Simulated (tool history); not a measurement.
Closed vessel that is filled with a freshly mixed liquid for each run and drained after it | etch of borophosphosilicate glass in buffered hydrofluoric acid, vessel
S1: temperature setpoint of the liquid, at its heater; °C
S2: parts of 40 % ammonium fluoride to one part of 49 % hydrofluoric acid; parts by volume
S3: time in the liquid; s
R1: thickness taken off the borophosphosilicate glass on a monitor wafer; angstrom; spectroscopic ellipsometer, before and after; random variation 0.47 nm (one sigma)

run,hour,S1,S2,S3,R1
1,0,23,15,105,857.73
2,7.8,21.5,15.5,105,755.97
3,12.5,21.5,15.5,105,761.36
4,19.7,20,15.5,105,706.65
5,23.6,20,15.5,110,732.21
6,24.3,19,15.5,110,696.62
7,28.7,18.5,16,110,648.09

Run 8 comes next. What will it give?
8,35,18,16,110,?

Run 8 gave R1 631.65 angstrom.
